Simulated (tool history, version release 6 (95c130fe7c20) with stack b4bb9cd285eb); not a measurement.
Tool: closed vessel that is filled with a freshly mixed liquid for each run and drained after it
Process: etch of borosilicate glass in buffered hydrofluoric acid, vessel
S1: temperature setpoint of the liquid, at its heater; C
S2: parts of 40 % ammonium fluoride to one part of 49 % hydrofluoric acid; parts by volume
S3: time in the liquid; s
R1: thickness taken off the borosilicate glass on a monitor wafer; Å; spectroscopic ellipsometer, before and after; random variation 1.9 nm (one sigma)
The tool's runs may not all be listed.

{"run": 1, "day": 0.0, "S1": 24, "S2": 8.5, "S3": 95, "R1": 1426.8}
{"run": 2, "day": 0.262, "S1": 24, "S2": 9.5, "S3": 95, "R1": 1296.7}
{"run": 3, "day": 0.425, "S1": 25, "S2": 9, "S3": 95, "R1": 1426.9}
{"run": 4, "day": 0.496, "S1": 26, "S2": 8.5, "S3": 95, "R1": 1600.7}
{"run": 5, "day": 0.867, "S1": 26, "S2": 7, "S3": 95, "R1": 1994.6}
{"run": 6, "day": 1.129, "S1": 26.5, "S2": 7, "S3": 95, "R1": 2041.3}
{"run": 7, "day": 1.396, "S1": 27, "S2": 7, "S3": 95, "R1": 2069.9}
{"run": 8, "day": 1.638, "S1": 27, "S2": 7, "S3": 95, "R1": 2111.2}
{"run": 9, "day": 1.771, "S1": 27.5, "S2": 7, "S3": 95, "R1": 2159.3}

Run 10 comes next. What will it give?
{"run": 10, "day": 2.042, "S1": 28, "S2": 7, "S3": 95, "R1": "?"}

Run 10 gave R1 2171.2 Å.
